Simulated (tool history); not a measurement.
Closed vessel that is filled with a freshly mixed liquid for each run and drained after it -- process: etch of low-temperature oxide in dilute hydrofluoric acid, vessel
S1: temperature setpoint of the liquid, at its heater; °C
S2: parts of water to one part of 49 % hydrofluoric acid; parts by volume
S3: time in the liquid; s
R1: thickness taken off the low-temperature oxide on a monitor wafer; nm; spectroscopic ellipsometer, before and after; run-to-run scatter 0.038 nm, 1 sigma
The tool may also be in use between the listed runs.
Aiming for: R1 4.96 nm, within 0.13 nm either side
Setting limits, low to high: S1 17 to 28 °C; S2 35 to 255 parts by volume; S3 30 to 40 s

| run | day | S1 | S2 | S3 | R1 |
|---|---|---|---|---|---|
| 1 | 0 | 20 | 145 | 40 | 3.8709 |
| 2 | 0.258 | 20 | 105 | 40 | 5.6389 |
| 3 | 0.379 | 20 | 105 | 30 | 4.2683 |
| 4 | 0.625 | 21 | 105 | 30 | 4.3495 |
| 5 | 0.804 | 21 | 80 | 30 | 5.9961 |
| 6 | 0.983 | 24 | 80 | 30 | 6.7801 |
| 7 | 1.183 | 22.5 | 80 | 30 | 6.3621 |
| 8 | 1.438 | 21.5 | 80 | 30 | 6.0871 |
| 9 | 1.638 | 20.5 | 80 | 30 | 5.8548 |
| 10 | 1.908 | 19.5 | 80 | 30 | 5.6164 |

Below are 5 possible settings for the next run. Only one of them brings all results inside the allowed miss of their targets. Which is it?
| A | 2.179 | 18.5 | 90 | 30 | ? |
| B | 2.179 | 19.5 | 95 | 30 | ? |
| C | 2.179 | 19.5 | 90 | 30 | ? |
| D | 2.179 | 17 | 85 | 30 | ? |
| E | 2.179 | 17.5 | 80 | 40 | ? |

| move | R1 |
|---|---|
| A | 4.7176 |
| B | 4.6337 |
| C | 4.9185 |
| D | 4.7139 |
| E | 6.8583 |
A: moves the result that the last run missed by most past its target, out the other side
B: moves the result that the last run missed by most past its target, out the other side
C: every result within its allowed miss
D: moves the result that the last run missed by most past its target, out the other side
E: moves away from the targets compared with the last run
Go with C: it meets all targets.
